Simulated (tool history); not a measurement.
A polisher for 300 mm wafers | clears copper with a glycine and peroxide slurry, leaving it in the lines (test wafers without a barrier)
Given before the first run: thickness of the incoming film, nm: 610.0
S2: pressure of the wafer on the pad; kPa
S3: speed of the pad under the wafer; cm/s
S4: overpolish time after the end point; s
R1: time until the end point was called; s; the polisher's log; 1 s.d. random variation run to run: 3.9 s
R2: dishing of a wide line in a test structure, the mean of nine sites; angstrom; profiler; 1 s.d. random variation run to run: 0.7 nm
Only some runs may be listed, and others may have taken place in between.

{"run": 1, "hour": 0.0, "flow of slurry (ml/min)": 165, "S2": 11, "S3": 130, "S4": 13, "R1": 127.53, "R2": 465.4}
{"run": 2, "hour": 5.1, "flow of slurry (ml/min)": 205, "S2": 11, "S3": 130, "S4": 13, "R1": 132.17, "R2": 468.47}
{"run": 3, "hour": 6.2, "flow of slurry (ml/min)": 245, "S2": 11, "S3": 130, "S4": 13, "R1": 124.85, "R2": 477.27}
{"run": 4, "hour": 15.1, "flow of slurry (ml/min)": 245, "S2": 11, "S3": 130, "S4": 8, "R1": 122.28, "R2": 304.45}
{"run": 5, "hour": 21.8, "flow of slurry (ml/min)": 245, "S2": 11, "S3": 104, "S4": 8, "R1": 143.28, "R2": 280.6}
{"run": 6, "hour": 29.5, "flow of slurry (ml/min)": 245, "S2": 10.3, "S3": 100, "S4": 10, "R1": 150.06, "R2": 325.68}
{"run": 7, "hour": 30.1, "flow of slurry (ml/min)": 245, "S2": 9.7, "S3": 96, "S4": 11, "R1": 157.41, "R2": 335.01}
{"run": 8, "hour": 33.3, "flow of slurry (ml/min)": 245, "S2": 9, "S3": 92, "S4": 12, "R1": 177.89, "R2": 341.35}
{"run": 9, "hour": 33.9, "flow of slurry (ml/min)": 245, "S2": 9, "S3": 92, "S4": 13, "R1": 178.16, "R2": 364.06}
{"run": 10, "hour": 37.8, "flow of slurry (ml/min)": 245, "S2": 8.3, "S3": 90, "S4": 14, "R1": 181.03, "R2": 370.74}
{"run": 11, "hour": 39.6, "flow of slurry (ml/min)": 245, "S2": 8.3, "S3": 88, "S4": 14, "R1": 188.8, "R2": 367.27}
{"run": 12, "hour": 40.5, "flow of slurry (ml/min)": 245, "S2": 7.6, "S3": 86, "S4": 15, "R1": 195.47, "R2": 366.46}

What does the tool deliver on the next run?
{"run": 13, "hour": 44.3, "flow of slurry (ml/min)": 245, "S2": 7.6, "S3": 84, "S4": 15, "R1": "?", "R2": "?"}

Run 13 yielded R1 195.91 s, R2 362 angstrom.

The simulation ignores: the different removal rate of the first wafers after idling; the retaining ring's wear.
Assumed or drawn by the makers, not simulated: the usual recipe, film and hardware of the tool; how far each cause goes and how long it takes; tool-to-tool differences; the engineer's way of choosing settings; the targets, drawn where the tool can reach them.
